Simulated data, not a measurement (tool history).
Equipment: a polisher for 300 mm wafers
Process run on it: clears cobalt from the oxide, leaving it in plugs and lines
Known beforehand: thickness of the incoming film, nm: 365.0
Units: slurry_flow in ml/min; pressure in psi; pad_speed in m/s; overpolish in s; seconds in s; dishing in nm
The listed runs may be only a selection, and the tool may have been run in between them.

| run | hour | slurry_flow | pressure | pad_speed | overpolish | seconds | dishing |
|---|---|---|---|---|---|---|---|
| 1 | 0.0 | 150 | 2.3 | 0.84 | 23 | 66.484 | 16.399 |
| 2 | 1.7 | 145 | 2.2 | 0.80 | 21 | 75.065 | 16.204 |
| 3 | 9.2 | 140 | 2.1 | 0.78 | 19 | 79.365 | 16.210 |
| 4 | 10.9 | 160 | 2.1 | 0.78 | 19 | 77.543 | 15.985 |
| 5 | 14.0 | 175 | 2.1 | 0.78 | 19 | 76.357 | 16.182 |
| 6 | 21.5 | 175 | 2.1 | 0.64 | 19 | 89.970 | 15.587 |
| 7 | 26.9 | 180 | 2.0 | 0.60 | 18 | 102.610 | 15.951 |

Run 8 comes next. What will it give?
| 8 | 30.6 | 185 | 1.9 | 0.58 | 17 | ? | ? |

Run 8 yielded seconds 113.270 s, dishing 15.735 nm.

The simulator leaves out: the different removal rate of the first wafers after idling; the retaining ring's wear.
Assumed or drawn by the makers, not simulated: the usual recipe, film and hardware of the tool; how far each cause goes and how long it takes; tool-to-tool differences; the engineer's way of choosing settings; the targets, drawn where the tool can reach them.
